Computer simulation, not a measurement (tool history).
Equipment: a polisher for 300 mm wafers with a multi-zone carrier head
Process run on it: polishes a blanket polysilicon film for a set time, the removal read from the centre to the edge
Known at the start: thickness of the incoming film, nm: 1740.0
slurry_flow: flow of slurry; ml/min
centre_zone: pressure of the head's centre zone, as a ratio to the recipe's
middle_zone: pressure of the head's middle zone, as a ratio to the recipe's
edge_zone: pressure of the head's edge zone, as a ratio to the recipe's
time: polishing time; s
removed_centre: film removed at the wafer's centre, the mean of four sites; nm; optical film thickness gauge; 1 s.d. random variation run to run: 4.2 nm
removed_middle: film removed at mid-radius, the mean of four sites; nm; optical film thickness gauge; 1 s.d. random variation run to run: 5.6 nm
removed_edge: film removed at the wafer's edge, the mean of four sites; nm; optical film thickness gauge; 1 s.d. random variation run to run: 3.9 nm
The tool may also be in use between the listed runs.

run	hour	slurry_flow	centre_zone	middle_zone	edge_zone	time	removed_centre	removed_middle	removed_edge
1	0	275	1	1	1	49	357.83	386.66	388.36
2	8.2	280	1	1.03	1.03	52	379.84	429.3	422.3
3	13.1	290	1.01	1.05	1.06	54	403.86	446.23	442.25
4	15.2	290	1.05	1.05	1.06	54	417.74	455.48	441.11
5	18.5	290	1.04	1.07	1.08	56	426.69	467.71	464.68
6	20.2	290	1.04	1.07	1.08	44	335.27	376.68	366.61
7	28	295	1.04	1.09	1.1	48	364.06	423.89	404.14
8	29.2	300	1.04	1.1	1.12	51	396	445.14	428.76

The next listed run, before its measurement:
9	35.7	300	1.04	1.1	1.12	51	?	?	?

For run 9 the tool returned removed_centre 387.48 nm, removed_middle 448.37 nm, removed_edge 427.83 nm.

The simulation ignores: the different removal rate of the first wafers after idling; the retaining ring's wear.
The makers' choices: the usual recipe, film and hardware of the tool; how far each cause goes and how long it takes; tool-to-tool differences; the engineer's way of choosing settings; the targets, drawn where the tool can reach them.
